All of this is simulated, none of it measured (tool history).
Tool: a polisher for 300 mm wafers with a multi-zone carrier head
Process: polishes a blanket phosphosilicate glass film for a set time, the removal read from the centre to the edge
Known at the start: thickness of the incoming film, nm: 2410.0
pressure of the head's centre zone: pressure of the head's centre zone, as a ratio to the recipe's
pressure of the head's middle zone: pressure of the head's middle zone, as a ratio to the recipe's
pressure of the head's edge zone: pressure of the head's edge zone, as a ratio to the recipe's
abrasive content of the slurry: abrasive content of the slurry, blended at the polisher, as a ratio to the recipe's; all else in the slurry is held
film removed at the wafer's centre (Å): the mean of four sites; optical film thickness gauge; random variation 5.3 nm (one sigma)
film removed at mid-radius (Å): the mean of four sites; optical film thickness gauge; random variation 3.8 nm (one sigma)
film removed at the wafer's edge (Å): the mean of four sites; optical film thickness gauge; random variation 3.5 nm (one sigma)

run  hour  flow of slurry (ml/min)  pressure of the head's centre zone  pressure of the head's middle zone  pressure of the head's edge zone  abrasive content of the slurry  polishing time (s)  film removed at the wafer's centre (Å)  film removed at mid-radius (Å)  film removed at the wafer's edge (Å)
  1     0                      140                                   1                                   1                                 1                               1                  74                                  6182.6                          6238.9                                6229.4
  2   0.8                      135                                0.98                                1.02                              0.97                             0.9                  72                                    5510                          5792.6                                  5649
  3   5.1                      135                                0.97                                1.04                              0.94                             0.8                  71                                  5186.1                          5595.6                                5244.9
  4  13.6                      135                                1.02                                1.04                              0.94                             0.8                  71                                  5413.1                          5606.7                                5198.7
  5  22.4                      135                                1.02                                0.98                              0.94                             0.8                  71                                  5421.1                          5341.9                                5221.9
  6  29.3                      130                                0.99                                   1                              0.92                            0.75                  70                                    5012                          5046.1                                4902.5
  7  30.2                      125                                0.96                                1.03                               0.9                             0.7                  70                                  4730.9                          5051.2                                4705.9
  8  35.9                      120                                0.94                                1.04                              0.88                            0.65                  70                                  4314.4                          4880.5                                  4525
  9  37.6                      115                                0.94                                1.05                              0.86                             0.6                  70                                  4199.1                          4624.3                                4295.6
     42.8  -- edge zone pressure recalibrated
 10  42.8                      115                                0.94                                1.05                              0.86                             0.6                  70                                  4082.1                          4664.9                                4044.7

Run 11 comes next. What will it give?
 11  44.9                      110                                0.93                                1.05                              0.86                             0.6                  70                                       ?                               ?                                     ?

{"run 11": {"film removed at the wafer's centre (Å)": 3996.4, "film removed at mid-radius (Å)": 4629.9, "film removed at the wafer's edge (Å)": 4049.3}}

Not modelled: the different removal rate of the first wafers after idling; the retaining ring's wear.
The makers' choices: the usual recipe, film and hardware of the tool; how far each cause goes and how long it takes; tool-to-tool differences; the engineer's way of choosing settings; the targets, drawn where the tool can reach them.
